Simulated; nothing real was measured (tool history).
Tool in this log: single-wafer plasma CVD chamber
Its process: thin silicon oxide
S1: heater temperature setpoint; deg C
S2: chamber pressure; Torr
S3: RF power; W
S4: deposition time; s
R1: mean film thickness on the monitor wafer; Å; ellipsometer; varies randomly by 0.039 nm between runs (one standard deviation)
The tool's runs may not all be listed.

{"run": 1, "hour": 0.0, "S1": 420, "S2": 0.57, "S3": 320, "S4": 5.21, "R1": 73.15}
{"run": 2, "hour": 1.0, "S1": 420, "S2": 0.57, "S3": 355, "S4": 5.21, "R1": 75.717}
{"run": 3, "hour": 3.4, "S1": 427, "S2": 0.57, "S3": 355, "S4": 5.21, "R1": 74.913}
{"run": 4, "hour": 5.5, "S1": 427, "S2": 0.57, "S3": 320, "S4": 5.21, "R1": 72.683}
{"run": 5, "hour": 12.7, "S1": 427, "S2": 0.587, "S3": 320, "S4": 5.21, "R1": 74.886}
{"run": 6, "hour": 16.2, "S1": 427, "S2": 0.587, "S3": 320, "S4": 5.38, "R1": 77.933}
{"run": 7, "hour": 20.4, "S1": 427, "S2": 0.595, "S3": 320, "S4": 5.38, "R1": 78.612}
{"run": 8, "hour": 27.2, "S1": 427, "S2": 0.602, "S3": 320, "S4": 5.38, "R1": 79.632}
{"run": 9, "hour": 31.8, "S1": 427, "S2": 0.608, "S3": 320, "S4": 5.38, "R1": 80.396}

Run 10, settings as shown, results not yet in. Your forecast:
{"run": 10, "hour": 34.3, "S1": 427, "S2": 0.613, "S3": 320, "S4": 5.38, "R1": "?"}

R1: 80.404 Å
